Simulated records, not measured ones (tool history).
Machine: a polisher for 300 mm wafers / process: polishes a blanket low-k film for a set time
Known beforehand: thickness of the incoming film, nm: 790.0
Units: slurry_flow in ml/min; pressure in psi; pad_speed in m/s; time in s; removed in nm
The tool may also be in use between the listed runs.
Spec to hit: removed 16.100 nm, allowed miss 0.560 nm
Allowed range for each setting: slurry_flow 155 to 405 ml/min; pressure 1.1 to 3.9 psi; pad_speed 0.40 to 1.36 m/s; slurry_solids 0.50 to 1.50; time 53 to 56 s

run  hour  slurry_flow  pressure  pad_speed  slurry_solids  time  removed
  1   0.0          260       2.5       0.88           1.00    53   20.994
  2   5.6          260       2.5       0.88           1.15    53   22.876
  3  14.1          260       2.5       0.88           1.00    53   20.819
  4  18.2          260       2.4       0.88           1.00    53   20.454
  5  22.7          285       2.4       0.88           1.00    53   20.460
  6  24.0          285       2.4       0.88           1.15    53   22.254
  7  25.8          285       2.3       0.88           1.15    53   21.541
  8  31.9          280       1.6       0.86           1.15    53   14.642
  9  36.8          285       1.6       0.86           1.15    53   14.675
 10  38.4          290       1.6       0.86           1.15    53   14.707
 11  41.7          295       1.9       0.86           1.15    53   17.313

Consider the 5 candidate settings below. Which is the only one whose results all fall within their allowed miss of target?
  A  45.0          250       2.1       0.70           1.10    53        ?
  B  45.0          300       1.8       0.92           1.05    56        ?
  C  45.0          365       1.8       0.86           1.10    56        ?
  D  45.0          320       1.7       0.96           1.20    53        ?
  E  45.0          275       2.0       0.90           1.05    53        ?

move  removed
   A   16.206
   B   17.333
   C   17.326
   D   17.283
   E   17.757
A: hits every target within its allowed miss
B: about as far from the targets as the last run
C: about as far from the targets as the last run
D: about as far from the targets as the last run
E: further off than the last run
Move A is the one to make.

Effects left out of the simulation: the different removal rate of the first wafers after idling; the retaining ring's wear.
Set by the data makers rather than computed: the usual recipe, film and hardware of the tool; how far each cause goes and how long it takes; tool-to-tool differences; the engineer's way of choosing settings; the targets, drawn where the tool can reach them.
